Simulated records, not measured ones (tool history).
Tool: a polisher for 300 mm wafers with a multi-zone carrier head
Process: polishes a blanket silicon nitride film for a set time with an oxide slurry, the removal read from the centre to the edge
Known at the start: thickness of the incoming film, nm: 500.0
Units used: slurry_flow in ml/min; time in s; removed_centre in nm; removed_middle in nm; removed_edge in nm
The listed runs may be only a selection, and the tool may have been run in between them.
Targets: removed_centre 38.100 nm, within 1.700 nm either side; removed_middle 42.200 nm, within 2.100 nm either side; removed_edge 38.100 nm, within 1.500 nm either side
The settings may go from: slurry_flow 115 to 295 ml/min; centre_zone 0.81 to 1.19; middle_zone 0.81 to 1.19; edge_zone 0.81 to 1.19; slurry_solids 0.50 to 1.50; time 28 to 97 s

run,hour,slurry_flow,centre_zone,middle_zone,edge_zone,slurry_solids,time,removed_centre,removed_middle,removed_edge
1,0.0,190,1.00,1.00,1.00,1.00,62,54.502,56.315,54.681
2,0.9,190,1.00,1.07,1.00,1.00,62,54.912,59.524,54.719
3,7.0,190,0.99,1.06,0.98,0.90,61,48.867,53.603,49.927
4,8.0,215,0.99,1.06,0.98,0.90,61,51.162,55.048,51.098
5,16.4,210,0.99,1.06,0.95,0.85,61,48.051,53.719,48.937
6,18.8,210,0.99,1.06,0.95,0.70,61,42.379,47.085,42.330
7,21.2,210,0.99,1.06,0.95,0.70,61,41.319,45.915,42.214
8,26.7,200,1.00,1.06,0.94,0.70,61,42.289,45.954,41.647
9,33.3,190,0.99,1.06,0.93,0.70,61,42.078,46.295,41.238
10,40.3,185,0.98,1.05,0.93,0.70,61,41.212,44.670,41.361
11,47.5,180,0.97,1.06,0.92,0.70,61,40.720,44.425,40.997
12,50.0,175,0.97,1.07,0.91,0.70,61,40.258,46.287,40.438
13,56.1,170,0.97,1.06,0.90,0.70,61,40.450,44.515,41.244

Exercise: of the 5 proposed moves below, exactly one satisfies all targets within the stated allowed misses. Which move is it?
A,62.2,175,0.87,1.12,0.94,0.70,65,?,?,?
B,62.2,150,1.01,1.00,0.85,0.80,59,?,?,?
C,62.2,155,0.97,1.06,0.92,0.70,57,?,?,?
D,62.2,175,1.09,1.14,0.96,0.60,58,?,?,?
E,62.2,120,1.12,1.07,0.86,0.70,60,?,?,?

move,removed_centre,removed_middle,removed_edge
A,38.613,51.223,43.521
B,43.541,45.323,40.820
C,37.042,42.141,37.367
D,38.238,41.076,34.747
E,43.125,43.027,37.114
A: misses by more than the last run did
B: misses by more than the last run did
C: all results in spec
D: takes the biggest miss from the last run beyond its target
E: corrects the largest miss of the last run, while another result sits out of spec
Go with C: it meets all targets.
